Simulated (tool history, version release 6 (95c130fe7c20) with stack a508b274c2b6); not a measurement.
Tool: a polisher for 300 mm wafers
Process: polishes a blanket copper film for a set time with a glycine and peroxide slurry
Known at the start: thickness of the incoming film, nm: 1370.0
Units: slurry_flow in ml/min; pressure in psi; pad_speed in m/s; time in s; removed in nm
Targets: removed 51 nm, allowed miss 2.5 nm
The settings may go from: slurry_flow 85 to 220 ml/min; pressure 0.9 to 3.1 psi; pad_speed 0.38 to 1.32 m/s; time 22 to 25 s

| run | day | slurry_flow | pressure | pad_speed | time | removed |
|---|---|---|---|---|---|---|
| 1 | 0 | 140 | 2 | 0.84 | 25 | 79.394 |
| 2 | 0.325 | 140 | 2 | 0.84 | 25 | 78.905 |
| 3 | 0.567 | 125 | 2 | 0.84 | 25 | 78.006 |
| 4 | 0.617 | 125 | 2 | 0.84 | 22 | 68.936 |
| 5 | 0.95 | 95 | 2 | 0.84 | 22 | 65.404 |
| 6 | 1.083 | 85 | 2 | 0.84 | 22 | 64.127 |
| 7 | 1.342 | 85 | 1.8 | 0.82 | 22 | 59.362 |
| 8 | 1.662 | 85 | 1.7 | 0.82 | 22 | 55.718 |

4 next moves are on the table. One of them brings every result within its allowed miss. Which?
| A | 1.983 | 90 | 2.2 | 0.54 | 25 | ? |
| B | 1.983 | 95 | 1.7 | 0.48 | 25 | ? |
| C | 1.983 | 85 | 1.9 | 0.84 | 22 | ? |
| D | 1.983 | 125 | 1.6 | 0.88 | 23 | ? |

| move | removed |
|---|---|
| A | 60.8 |
| B | 49.114 |
| C | 60.701 |
| D | 61.452 |
A: further off than the last run
B: meets every target
C: further off than the last run
D: further off than the last run
The right move is B.

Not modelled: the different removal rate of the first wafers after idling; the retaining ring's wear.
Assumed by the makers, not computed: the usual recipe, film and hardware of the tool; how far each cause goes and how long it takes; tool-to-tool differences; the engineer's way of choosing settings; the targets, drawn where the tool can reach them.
